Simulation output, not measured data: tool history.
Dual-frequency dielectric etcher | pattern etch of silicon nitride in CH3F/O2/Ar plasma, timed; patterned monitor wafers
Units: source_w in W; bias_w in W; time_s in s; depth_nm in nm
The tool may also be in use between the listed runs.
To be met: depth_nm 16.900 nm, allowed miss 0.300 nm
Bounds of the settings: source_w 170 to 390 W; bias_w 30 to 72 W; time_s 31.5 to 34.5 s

run 1 hour=0.0 | source_w=280 bias_w=51 time_s=34.5 | depth_nm=22.009
run 2 hour=7.0 | source_w=250 bias_w=51 time_s=34.5 | depth_nm=21.047
run 3 hour=12.6 | source_w=250 bias_w=44 time_s=34.5 | depth_nm=20.202
run 4 hour=19.6 | source_w=290 bias_w=44 time_s=34.5 | depth_nm=21.696
run 5 hour=22.1 | source_w=250 bias_w=44 time_s=34.5 | depth_nm=20.331
run 6 hour=23.5 | source_w=240 bias_w=42 time_s=34.5 | depth_nm=19.682
run 7 hour=28.7 | source_w=180 bias_w=33 time_s=34.0 | depth_nm=16.116
run 8 hour=32.4 | source_w=190 bias_w=33 time_s=34.0 | depth_nm=16.577

Which of these 5 next moves meets every target?
run A hour=36.1 | source_w=200 bias_w=33 time_s=32.5 | depth_nm=?
run B hour=36.1 | source_w=200 bias_w=33 time_s=34.0 | depth_nm=?
run C hour=36.1 | source_w=190 bias_w=35 time_s=33.0 | depth_nm=?
run D hour=36.1 | source_w=230 bias_w=30 time_s=31.5 | depth_nm=?
run E hour=36.1 | source_w=220 bias_w=30 time_s=32.0 | depth_nm=?

move=A depth_nm=16.057
move=B depth_nm=16.798
move=C depth_nm=16.155
move=D depth_nm=16.208
move=E depth_nm=16.148
A: further off than the last run
B: meets every target
C: further off than the last run
D: further off than the last run
E: further off than the last run
The right move is B.
